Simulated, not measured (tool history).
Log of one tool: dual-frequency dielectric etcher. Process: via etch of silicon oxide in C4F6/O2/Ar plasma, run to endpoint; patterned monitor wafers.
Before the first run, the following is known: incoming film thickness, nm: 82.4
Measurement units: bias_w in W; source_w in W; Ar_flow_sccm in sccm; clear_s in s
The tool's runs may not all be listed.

run  hour  bias_w  source_w  Ar_flow_sccm  clear_s
  1   0.0     609       300           400   19.323
  2   3.9     609       250           400   21.610
  3   5.4     654       280           394   19.344
  4   6.8     693       290           391   18.304
  5  10.9     693       270           391   19.128
  6  13.6     693       310           391   17.344
  7  17.6     724       310           390   17.202
  8  26.3     748       320           388   16.664
  9  30.4     767       330           386   16.285
 10  32.9     782       340           384   15.893
 11  38.3     795       340           383   15.476

Run 12 comes next. What will it give?
 12  47.3     805       340           383        ?

clear_s: 15.378 s

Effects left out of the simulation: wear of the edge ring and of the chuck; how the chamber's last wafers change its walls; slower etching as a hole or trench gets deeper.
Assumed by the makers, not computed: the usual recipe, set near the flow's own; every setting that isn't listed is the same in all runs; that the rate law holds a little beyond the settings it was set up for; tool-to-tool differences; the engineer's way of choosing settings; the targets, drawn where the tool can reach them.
